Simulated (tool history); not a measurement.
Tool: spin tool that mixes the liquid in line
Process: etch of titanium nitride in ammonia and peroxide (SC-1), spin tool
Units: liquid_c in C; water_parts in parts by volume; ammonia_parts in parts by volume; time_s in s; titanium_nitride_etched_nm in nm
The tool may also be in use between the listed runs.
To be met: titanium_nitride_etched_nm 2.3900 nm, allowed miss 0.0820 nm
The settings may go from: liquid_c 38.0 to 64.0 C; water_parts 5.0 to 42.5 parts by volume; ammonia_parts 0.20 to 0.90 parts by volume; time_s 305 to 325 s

run  hour  liquid_c  water_parts  ammonia_parts  time_s  titanium_nitride_etched_nm
  1   0.0      48.0         23.5           0.50     305                      6.0247
  2   1.4      46.0         25.5           0.50     305                      4.9058
  3   4.3      44.5         26.5           0.50     305                      4.3759
  4   5.5      43.0         28.0           0.50     305                      3.8648
  5   8.6      43.0         28.0           0.50     325                      4.1094
  6  11.6      42.0         29.5           0.50     325                      3.6874
  7  17.1      41.0         30.5           0.50     325                      3.3540
  8  25.7      41.0         30.5           0.50     325                      3.3818
  9  28.6      40.5         31.5           0.50     325                      3.1507
 10  36.6      40.0         32.0           0.50     325                      3.0437

Which of these 5 next moves meets every target?
  A  44.6      44.0         35.5           0.50     325                           ?
  B  44.6      38.0         34.0           0.55     305                           ?
  C  44.6      40.5         21.0           0.55     325                           ?
  D  44.6      41.0         42.5           0.55     305                           ?
  E  44.6      39.0         35.0           0.50     320                           ?

move  titanium_nitride_etched_nm
   A                      3.8314
   B                      2.4118
   C                      4.0690
   D                      2.6513
   E                      2.6338
A: further off than the last run
B: meets every target
C: further off than the last run
D: nearer than the last run, and not there yet
E: nearer than the last run, and not there yet
Move B is the one to make.
